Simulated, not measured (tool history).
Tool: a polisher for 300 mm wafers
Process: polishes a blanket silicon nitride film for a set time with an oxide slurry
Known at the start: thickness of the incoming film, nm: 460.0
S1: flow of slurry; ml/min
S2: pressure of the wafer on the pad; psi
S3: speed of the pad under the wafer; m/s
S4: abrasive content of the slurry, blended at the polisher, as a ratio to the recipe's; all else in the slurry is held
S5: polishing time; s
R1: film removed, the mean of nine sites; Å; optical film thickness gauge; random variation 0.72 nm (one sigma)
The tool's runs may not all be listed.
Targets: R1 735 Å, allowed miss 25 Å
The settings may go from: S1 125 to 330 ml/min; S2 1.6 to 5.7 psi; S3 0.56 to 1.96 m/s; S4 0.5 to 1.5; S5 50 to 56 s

run 1 hour=0 | S1=210 S2=3.6 S3=1.26 S4=1 S5=56 | R1=467.12
run 2 hour=4.9 | S1=210 S2=4.2 S3=1.26 S4=1 S5=56 | R1=542.58
run 3 hour=10.8 | S1=210 S2=3.6 S3=1.26 S4=1 S5=56 | R1=462.43
run 4 hour=15.3 | S1=240 S2=3.6 S3=1.26 S4=1 S5=56 | R1=474.28
run 5 hour=20.4 | S1=210 S2=3.6 S3=1.26 S4=1 S5=56 | R1=458.56
run 6 hour=27.4 | S1=210 S2=3.6 S3=1.54 S4=1 S5=56 | R1=547.77
run 7 hour=31.5 | S1=210 S2=3.6 S3=1.54 S4=1 S5=56 | R1=544.43
run 8 hour=37.2 | S1=215 S2=3.9 S3=1.54 S4=1 S5=56 | R1=601.59
run 9 hour=38.5 | S1=240 S2=4.6 S3=1.56 S4=1 S5=56 | R1=704.73

4 next moves are on the table. One of them brings every result within its allowed miss. Which?
run A hour=39.8 | S1=310 S2=4.9 S3=1.44 S4=0.95 S5=52 | R1=?
run B hour=39.8 | S1=245 S2=4.4 S3=1.64 S4=1.1 S5=51 | R1=?
run C hour=39.8 | S1=245 S2=4.5 S3=1.62 S4=0.95 S5=54 | R1=?
run D hour=39.8 | S1=330 S2=4.1 S3=1.58 S4=1.25 S5=55 | R1=?

move=A R1=641.22
move=B R1=676.47
move=C R1=659.58
move=D R1=727.11
A: further off than the last run
B: further off than the last run
C: further off than the last run
D: meets every target
Answer: D

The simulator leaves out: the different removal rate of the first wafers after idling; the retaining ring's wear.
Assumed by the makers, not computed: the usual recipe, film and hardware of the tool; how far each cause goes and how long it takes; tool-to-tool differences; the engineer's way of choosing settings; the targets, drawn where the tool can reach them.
